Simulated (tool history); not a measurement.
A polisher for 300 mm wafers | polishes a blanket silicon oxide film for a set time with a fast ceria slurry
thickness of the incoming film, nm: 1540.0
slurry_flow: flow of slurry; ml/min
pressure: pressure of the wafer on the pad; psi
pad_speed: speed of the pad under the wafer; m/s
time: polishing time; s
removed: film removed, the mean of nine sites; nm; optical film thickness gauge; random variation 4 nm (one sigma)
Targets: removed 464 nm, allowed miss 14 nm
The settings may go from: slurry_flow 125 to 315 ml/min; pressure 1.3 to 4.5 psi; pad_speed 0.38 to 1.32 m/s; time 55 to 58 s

{"run": 1, "hour": 0.0, "slurry_flow": 205, "pressure": 2.9, "pad_speed": 0.84, "time": 55, "removed": 538.78}
{"run": 2, "hour": 6.4, "slurry_flow": 205, "pressure": 3.4, "pad_speed": 0.84, "time": 55, "removed": 621.68}
{"run": 3, "hour": 11.1, "slurry_flow": 170, "pressure": 3.4, "pad_speed": 0.84, "time": 55, "removed": 607.32}
{"run": 4, "hour": 16.4, "slurry_flow": 170, "pressure": 3.4, "pad_speed": 0.98, "time": 55, "removed": 704.19}
{"run": 5, "hour": 19.7, "slurry_flow": 165, "pressure": 3, "pad_speed": 0.98, "time": 55, "removed": 624.86}
{"run": 6, "hour": 22.5, "slurry_flow": 160, "pressure": 2.7, "pad_speed": 0.98, "time": 55, "removed": 565.34}
{"run": 7, "hour": 29.0, "slurry_flow": 155, "pressure": 2.5, "pad_speed": 0.98, "time": 55, "removed": 528.33}
{"run": 8, "hour": 37.0, "slurry_flow": 150, "pressure": 2.1, "pad_speed": 0.98, "time": 55, "removed": 447.51}

Which of these 5 next moves meets every target?
{"run": "A", "hour": 45.0, "slurry_flow": 125, "pressure": 2, "pad_speed": 0.94, "time": 58, "removed": "?"}
{"run": "B", "hour": 45.0, "slurry_flow": 140, "pressure": 2.1, "pad_speed": 1.02, "time": 58, "removed": "?"}
{"run": "C", "hour": 45.0, "slurry_flow": 195, "pressure": 1.7, "pad_speed": 1.22, "time": 57, "removed": "?"}
{"run": "D", "hour": 45.0, "slurry_flow": 200, "pressure": 1.8, "pad_speed": 0.98, "time": 55, "removed": "?"}
{"run": "E", "hour": 45.0, "slurry_flow": 195, "pressure": 1.7, "pad_speed": 1.1, "time": 58, "removed": "?"}

move=A removed=419.1
move=B removed=486.07
move=C removed=505.38
move=D removed=414.57
move=E removed=464.72
A: further off than the last run
B: takes the result that was furthest off past its target
C: takes the result that was furthest off past its target
D: further off than the last run
E: meets every target
Answer: E
